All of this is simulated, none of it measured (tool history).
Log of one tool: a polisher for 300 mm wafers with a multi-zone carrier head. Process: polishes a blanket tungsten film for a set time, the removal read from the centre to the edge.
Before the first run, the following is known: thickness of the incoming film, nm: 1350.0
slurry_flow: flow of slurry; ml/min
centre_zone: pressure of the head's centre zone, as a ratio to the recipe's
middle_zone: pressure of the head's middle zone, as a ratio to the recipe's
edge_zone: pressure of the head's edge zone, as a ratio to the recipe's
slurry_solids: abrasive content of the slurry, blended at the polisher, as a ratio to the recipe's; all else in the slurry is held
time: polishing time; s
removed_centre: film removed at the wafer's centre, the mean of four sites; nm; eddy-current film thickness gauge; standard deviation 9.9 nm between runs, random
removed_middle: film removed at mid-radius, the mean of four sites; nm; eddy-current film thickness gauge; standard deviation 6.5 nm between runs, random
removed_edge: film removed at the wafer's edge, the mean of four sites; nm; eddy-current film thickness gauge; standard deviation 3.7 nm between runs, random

| run | hour | slurry_flow | centre_zone | middle_zone | edge_zone | slurry_solids | time | removed_centre | removed_middle | removed_edge |
|---|---|---|---|---|---|---|---|---|---|---|
| 1 | 0.0 | 320 | 1.00 | 1.00 | 1.00 | 1.0 | 82 | 486.14 | 497.39 | 480.39 |
| 2 | 7.1 | 320 | 1.00 | 1.00 | 1.00 | 1.1 | 82 | 499.74 | 496.80 | 495.94 |
| 3 | 9.3 | 320 | 1.00 | 1.00 | 0.97 | 1.1 | 82 | 492.33 | 507.75 | 482.48 |
| 4 | 11.7 | 245 | 1.00 | 1.00 | 0.97 | 1.1 | 82 | 476.68 | 497.17 | 475.49 |
| 5 | 17.1 | 245 | 1.00 | 1.07 | 0.97 | 1.1 | 82 | 502.49 | 528.17 | 475.93 |
| 6 | 24.5 | 245 | 1.05 | 1.07 | 0.97 | 1.1 | 82 | 513.65 | 521.45 | 481.11 |

What will run 7 give?
| 7 | 29.1 | 260 | 1.06 | 1.10 | 0.97 | 1.2 | 83 | ? | ? | ? |

removed_centre: 552.69 nm
removed_middle: 549.26 nm
removed_edge: 491.44 nm
